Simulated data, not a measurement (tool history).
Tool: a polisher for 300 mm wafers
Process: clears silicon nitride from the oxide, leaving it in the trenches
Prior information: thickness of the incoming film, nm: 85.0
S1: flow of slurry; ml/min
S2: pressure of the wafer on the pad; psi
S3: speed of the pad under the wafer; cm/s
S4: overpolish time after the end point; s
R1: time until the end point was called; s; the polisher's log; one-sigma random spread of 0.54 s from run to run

run	hour	S1	S2	S3	S4	R1
1	0	210	2.2	122	20	84.222
2	5.7	210	1.8	122	20	102.03
3	6.7	210	1.8	134	20	92.73
4	13.9	210	1.8	134	20	92.756
5	21.5	210	1.9	134	20	86.35
6	26.6	210	1.9	116	20	101.78
7	29.6	225	2.5	118	20	75.792

For run 8, what comes out?
8	37.3	225	2.6	118	20	?

{"run 8": {"R1": 72.963}}
